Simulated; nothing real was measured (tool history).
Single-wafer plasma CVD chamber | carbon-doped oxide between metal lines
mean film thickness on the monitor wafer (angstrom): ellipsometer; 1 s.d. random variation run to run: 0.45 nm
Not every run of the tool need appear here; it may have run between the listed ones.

run  hour  heater temperature setpoint (deg C)  chamber pressure (mTorr)  RF power (kW)  deposition time (s)  mean film thickness on the monitor wafer (angstrom)
  1     0                                  370                      4560          0.385                 28.4                                               1021.4
  2   6.2                                  370                      4560          0.385                 29.3                                               1058.2
  3   8.2                                  370                      4180          0.385                 29.3                                               1041.9
  4  13.2                                  371                      3840          0.355                 29.2                                               948.22
  5    18                                  373                      3530           0.34                 29.2                                               894.08
  6  20.2                                  375                      3300           0.33                 29.2                                               849.96
  7  26.1                                  378                      3140           0.33                 29.2                                               839.74
  8  31.1                                  382                      2730            0.3                 29.1                                               741.97

Estimate the outcome of run 9 from the log above:
     37.9  -- RF generator calibrated
  9  37.9                                  380                      2810            0.3                 29.1                                                    ?

mean film thickness on the monitor wafer (angstrom): 814.48
